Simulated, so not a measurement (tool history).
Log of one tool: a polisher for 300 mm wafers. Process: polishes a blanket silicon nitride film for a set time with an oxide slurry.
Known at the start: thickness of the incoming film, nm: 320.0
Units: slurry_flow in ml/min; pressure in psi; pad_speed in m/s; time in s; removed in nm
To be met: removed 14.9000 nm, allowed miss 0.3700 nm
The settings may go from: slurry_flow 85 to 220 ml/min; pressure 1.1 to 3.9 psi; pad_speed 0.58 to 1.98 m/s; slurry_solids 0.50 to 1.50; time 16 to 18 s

| run | hour | slurry_flow | pressure | pad_speed | slurry_solids | time | removed |
|---|---|---|---|---|---|---|---|
| 1 | 0.0 | 140 | 2.5 | 1.28 | 1.00 | 18 | 9.3296 |
| 2 | 2.4 | 150 | 2.8 | 1.28 | 1.00 | 18 | 10.3700 |
| 3 | 4.3 | 150 | 3.0 | 1.28 | 1.00 | 18 | 10.8860 |
| 4 | 7.4 | 150 | 2.6 | 1.28 | 1.00 | 18 | 9.7340 |
| 5 | 16.4 | 160 | 2.9 | 1.28 | 1.00 | 18 | 10.7880 |
| 6 | 22.6 | 165 | 3.1 | 1.28 | 1.00 | 18 | 11.4420 |
| 7 | 27.5 | 180 | 3.8 | 1.30 | 1.00 | 18 | 13.6430 |
| 8 | 33.6 | 180 | 3.8 | 1.32 | 1.00 | 18 | 13.8440 |
| 9 | 41.0 | 180 | 3.8 | 1.34 | 1.00 | 18 | 14.0220 |
| 10 | 45.5 | 180 | 3.8 | 1.34 | 1.00 | 18 | 13.9720 |
| 11 | 53.8 | 180 | 3.8 | 1.36 | 1.00 | 18 | 14.1400 |
| 12 | 55.7 | 180 | 3.8 | 1.38 | 1.00 | 18 | 14.3910 |

5 next moves are on the table. One of them brings every result within its allowed miss. Which?
| A | 57.6 | 170 | 3.6 | 1.32 | 1.25 | 18 | ? |
| B | 57.6 | 205 | 3.4 | 1.32 | 1.20 | 18 | ? |
| C | 57.6 | 175 | 3.8 | 1.66 | 0.85 | 17 | ? |
| D | 57.6 | 175 | 3.8 | 1.44 | 1.00 | 17 | ? |
| E | 57.6 | 180 | 3.8 | 1.38 | 1.10 | 17 | ? |

| move | removed |
|---|---|
| A | 14.1330 |
| B | 13.7090 |
| C | 14.6300 |
| D | 13.8640 |
| E | 13.9260 |
A: further off than the last run
B: further off than the last run
C: meets every target
D: further off than the last run
E: further off than the last run
Move C is the one to make.
